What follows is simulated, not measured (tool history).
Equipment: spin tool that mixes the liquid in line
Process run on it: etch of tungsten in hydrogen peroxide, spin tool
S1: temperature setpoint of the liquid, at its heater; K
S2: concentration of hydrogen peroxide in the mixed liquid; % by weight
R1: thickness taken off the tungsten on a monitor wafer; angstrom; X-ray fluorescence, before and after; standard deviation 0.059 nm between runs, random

{"run": 1, "hour": 0.0, "S1": 316.15, "S2": 16.5, "time under the liquid (s)": 15, "R1": 81.845}
{"run": 2, "hour": 5.2, "S1": 316.15, "S2": 18.0, "time under the liquid (s)": 15, "R1": 85.086}
{"run": 3, "hour": 6.5, "S1": 316.15, "S2": 19.5, "time under the liquid (s)": 15, "R1": 89.439}
{"run": 4, "hour": 10.4, "S1": 311.15, "S2": 19.5, "time under the liquid (s)": 15, "R1": 64.334}
{"run": 5, "hour": 19.3, "S1": 313.15, "S2": 19.5, "time under the liquid (s)": 15, "R1": 73.595}
{"run": 6, "hour": 23.6, "S1": 318.65, "S2": 19.5, "time under the liquid (s)": 15, "R1": 104.38}

Run 7 comes next. What will it give?
{"run": 7, "hour": 25.0, "S1": 318.15, "S2": 19.5, "time under the liquid (s)": 15, "R1": "?"}

R1: 101.700 angstrom

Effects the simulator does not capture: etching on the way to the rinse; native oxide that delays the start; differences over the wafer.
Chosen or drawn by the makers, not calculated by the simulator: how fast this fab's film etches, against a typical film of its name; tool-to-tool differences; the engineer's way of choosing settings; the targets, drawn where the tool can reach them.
